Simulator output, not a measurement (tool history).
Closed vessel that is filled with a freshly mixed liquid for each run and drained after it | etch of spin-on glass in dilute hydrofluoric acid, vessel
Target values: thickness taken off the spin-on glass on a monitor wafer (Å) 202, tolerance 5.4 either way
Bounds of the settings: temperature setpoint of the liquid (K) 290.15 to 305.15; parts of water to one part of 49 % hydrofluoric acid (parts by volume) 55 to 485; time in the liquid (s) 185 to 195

run,hour,temperature setpoint of the liquid (K),parts of water to one part of 49 % hydrofluoric acid (parts by volume),time in the liquid (s),thickness taken off the spin-on glass on a monitor wafer (Å)
1,0,297.15,270,185,273.2
2,0.5,296.15,275,185,256.65
3,5.2,296.15,190,185,408.32
4,11,296.15,250,185,289.53
5,11.9,295.15,255,185,273.29
6,14.4,292.65,255,185,248.49
7,15.1,292.15,260,185,240.79
8,18.6,292.15,260,185,237.72
9,22.7,291.65,265,185,228.04
10,31.5,290.65,275,185,210.12

Pick the move, out of 5, that brings all results within their allowed miss; only one does.
A,40.3,291.15,290,185,?
B,40.3,290.15,260,185,?
C,40.3,291.15,285,195,?
D,40.3,297.65,315,185,?
E,40.3,290.15,275,195,?

move,thickness taken off the spin-on glass on a monitor wafer (Å)
A,199.34
B,220.01
C,214.76
D,225.27
E,216.35
A: every result within its allowed miss
B: lands further from the targets than the last run did
C: lands further from the targets than the last run did
D: lands further from the targets than the last run did
E: lands further from the targets than the last run did
Go with A: it meets all targets.

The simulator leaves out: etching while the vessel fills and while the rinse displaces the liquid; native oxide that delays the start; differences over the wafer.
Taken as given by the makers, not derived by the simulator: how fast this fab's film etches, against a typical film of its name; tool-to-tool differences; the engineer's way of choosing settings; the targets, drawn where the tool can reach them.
